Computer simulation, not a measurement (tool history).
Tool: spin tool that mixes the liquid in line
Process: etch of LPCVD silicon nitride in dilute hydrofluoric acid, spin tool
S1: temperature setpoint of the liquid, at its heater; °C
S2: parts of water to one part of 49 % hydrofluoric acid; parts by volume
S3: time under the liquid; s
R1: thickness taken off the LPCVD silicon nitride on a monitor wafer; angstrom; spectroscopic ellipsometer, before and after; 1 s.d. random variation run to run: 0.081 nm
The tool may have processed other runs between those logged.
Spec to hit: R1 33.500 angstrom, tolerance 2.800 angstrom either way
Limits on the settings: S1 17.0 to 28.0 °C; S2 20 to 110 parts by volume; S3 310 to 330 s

| run | hour | S1 | S2 | S3 | R1 |
|---|---|---|---|---|---|
| 1 | 0.0 | 20.0 | 60 | 310 | 19.900 |
| 2 | 9.0 | 20.0 | 60 | 310 | 20.122 |
| 3 | 9.6 | 21.0 | 60 | 310 | 20.782 |
| 4 | 14.6 | 19.5 | 60 | 310 | 18.641 |
| 5 | 18.1 | 20.5 | 60 | 310 | 20.910 |
| 6 | 20.3 | 22.5 | 60 | 310 | 23.505 |
| 7 | 28.8 | 23.0 | 60 | 310 | 24.086 |
| 8 | 34.3 | 23.5 | 60 | 310 | 24.778 |

Of the 4 settings listed for the next run, only one would bring every result within its allowed miss of target. Which one?
| A | 39.8 | 22.0 | 70 | 310 | ? |
| B | 39.8 | 24.0 | 50 | 330 | ? |
| C | 39.8 | 21.5 | 65 | 330 | ? |
| D | 39.8 | 22.0 | 70 | 320 | ? |

| move | R1 |
|---|---|
| A | 19.574 |
| B | 33.168 |
| C | 21.655 |
| D | 20.205 |
A: further off than the last run
B: in spec on every target
C: further off than the last run
D: further off than the last run
Correct choice: B, which meets every target
